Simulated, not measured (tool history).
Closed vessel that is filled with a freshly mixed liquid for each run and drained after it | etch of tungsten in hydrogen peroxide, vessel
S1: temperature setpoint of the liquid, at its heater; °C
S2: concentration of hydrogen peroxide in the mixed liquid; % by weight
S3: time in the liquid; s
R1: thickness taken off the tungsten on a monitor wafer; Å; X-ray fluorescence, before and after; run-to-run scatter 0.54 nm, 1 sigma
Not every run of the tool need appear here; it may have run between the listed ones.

| run | day | S1 | S2 | S3 | R1 |
|---|---|---|---|---|---|
| 1 | 0.000 | 51.0 | 19 | 100 | 915.51 |
| 2 | 0.196 | 54.0 | 19 | 100 | 1092.80 |
| 3 | 0.375 | 54.0 | 19 | 105 | 1142.10 |
| 4 | 0.633 | 51.5 | 19 | 105 | 975.75 |
| 5 | 0.821 | 47.5 | 19 | 105 | 757.24 |
| 6 | 1.092 | 47.5 | 19 | 105 | 751.97 |
| 7 | 1.300 | 47.0 | 19 | 105 | 742.54 |
| 8 | 1.567 | 46.5 | 19 | 105 | 720.46 |
| 9 | 1.921 | 46.0 | 19 | 105 | 697.39 |
| 10 | 2.246 | 45.5 | 19 | 105 | 684.32 |
| 11 | 2.467 | 45.0 | 19 | 105 | 652.32 |

What will run 12 give?
| 12 | 2.833 | 44.5 | 19 | 105 | ? |

{"run 12": {"R1": 630.96}}
